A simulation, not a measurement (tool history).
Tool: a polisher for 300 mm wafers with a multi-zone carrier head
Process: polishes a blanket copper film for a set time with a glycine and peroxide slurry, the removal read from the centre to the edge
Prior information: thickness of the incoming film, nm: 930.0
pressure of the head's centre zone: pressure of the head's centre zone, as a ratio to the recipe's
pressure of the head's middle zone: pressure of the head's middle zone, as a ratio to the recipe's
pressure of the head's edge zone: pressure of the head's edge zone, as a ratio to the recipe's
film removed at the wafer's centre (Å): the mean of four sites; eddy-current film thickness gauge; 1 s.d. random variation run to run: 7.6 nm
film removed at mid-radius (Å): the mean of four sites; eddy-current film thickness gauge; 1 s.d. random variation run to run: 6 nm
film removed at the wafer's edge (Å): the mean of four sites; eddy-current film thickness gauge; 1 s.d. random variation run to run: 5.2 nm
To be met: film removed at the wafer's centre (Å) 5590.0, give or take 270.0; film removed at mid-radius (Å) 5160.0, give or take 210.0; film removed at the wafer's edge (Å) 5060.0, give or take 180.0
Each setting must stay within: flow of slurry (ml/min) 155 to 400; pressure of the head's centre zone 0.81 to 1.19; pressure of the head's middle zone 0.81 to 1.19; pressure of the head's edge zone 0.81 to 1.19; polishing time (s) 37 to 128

run,hour,flow of slurry (ml/min),pressure of the head's centre zone,pressure of the head's middle zone,pressure of the head's edge zone,polishing time (s),film removed at the wafer's centre (Å),film removed at mid-radius (Å),film removed at the wafer's edge (Å)
1,0.0,255,1.00,1.00,1.00,82,4075.0,3951.7,3995.3
2,3.5,255,1.00,1.08,1.00,82,4061.4,4187.8,3957.7
3,4.4,260,1.02,1.08,1.01,84,4269.0,4412.7,4128.0
4,7.9,265,1.04,1.08,1.03,85,4317.6,4440.4,4232.4
5,16.7,230,1.04,1.08,1.03,85,4310.3,4281.5,4155.3
6,20.1,230,0.97,1.08,1.03,85,4065.6,4313.9,4213.4
7,24.9,235,1.00,1.08,1.04,87,4250.4,4469.6,4244.7
8,32.3,240,1.02,1.07,1.05,89,4444.7,4466.6,4414.6

Below are 5 possible settings for the next run. Only one of them brings all results inside the allowed miss of their targets. Which is it?
A,39.7,230,1.12,0.96,1.04,90,?,?,?
B,39.7,200,1.13,1.08,1.05,104,?,?,?
C,39.7,180,0.94,0.84,1.19,103,?,?,?
D,39.7,275,1.09,1.17,0.93,101,?,?,?
E,39.7,200,1.17,1.03,1.05,98,?,?,?

move,film removed at the wafer's centre (Å),film removed at mid-radius (Å),film removed at the wafer's edge (Å)
A,4861.4,4130.5,4383.8
B,5550.2,5175.5,5011.3
C,4586.3,4090.3,5245.7
D,5456.5,5601.4,4722.4
E,5392.5,4683.2,4725.3
A: lands further from the targets than the last run did
B: hits every target within its allowed miss
C: lands further from the targets than the last run did
D: puts the biggest miss on target and leaves a different result outside tolerance
E: puts the biggest miss on target and leaves a different result outside tolerance
So the answer is move B, the one that meets all the targets.

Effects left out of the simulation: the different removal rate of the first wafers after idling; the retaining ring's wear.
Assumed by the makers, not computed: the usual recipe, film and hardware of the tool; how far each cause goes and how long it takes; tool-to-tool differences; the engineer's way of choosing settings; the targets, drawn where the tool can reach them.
